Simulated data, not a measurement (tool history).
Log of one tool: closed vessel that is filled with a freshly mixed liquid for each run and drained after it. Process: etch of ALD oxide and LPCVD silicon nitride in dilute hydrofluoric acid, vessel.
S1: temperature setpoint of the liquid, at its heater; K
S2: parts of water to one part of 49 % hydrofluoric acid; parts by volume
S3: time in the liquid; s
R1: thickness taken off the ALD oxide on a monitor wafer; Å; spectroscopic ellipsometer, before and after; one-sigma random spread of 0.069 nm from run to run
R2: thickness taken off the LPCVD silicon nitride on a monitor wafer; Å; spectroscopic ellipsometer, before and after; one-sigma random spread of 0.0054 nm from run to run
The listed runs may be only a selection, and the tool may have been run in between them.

| run | day | S1 | S2 | S3 | R1 | R2 |
|---|---|---|---|---|---|---|
| 1 | 0.000 | 297.15 | 80 | 125 | 315.31 | 7.1109 |
| 2 | 0.221 | 297.15 | 95 | 125 | 262.18 | 6.4182 |
| 3 | 0.367 | 296.65 | 100 | 120 | 235.34 | 5.2042 |
| 4 | 0.571 | 296.65 | 90 | 120 | 260.11 | 6.2161 |
| 5 | 0.621 | 296.65 | 70 | 120 | 350.73 | 7.7169 |
| 6 | 0.779 | 296.15 | 80 | 115 | 283.48 | 6.3576 |
| 7 | 1.046 | 295.65 | 85 | 110 | 248.48 | 5.6331 |
| 8 | 1.279 | 295.15 | 90 | 105 | 215.42 | 4.9756 |
| 9 | 1.458 | 294.65 | 95 | 105 | 202.61 | 4.4150 |
| 10 | 1.683 | 294.15 | 100 | 100 | 180.19 | 3.8499 |
| 11 | 2.050 | 294.15 | 100 | 100 | 176.29 | 3.9020 |

Run 12, settings as shown, results not yet in. Your forecast:
| 12 | 2.158 | 293.65 | 105 | 100 | ? | ? |

Run 12 produced R1 163.44 Å, R2 3.4222 Å.
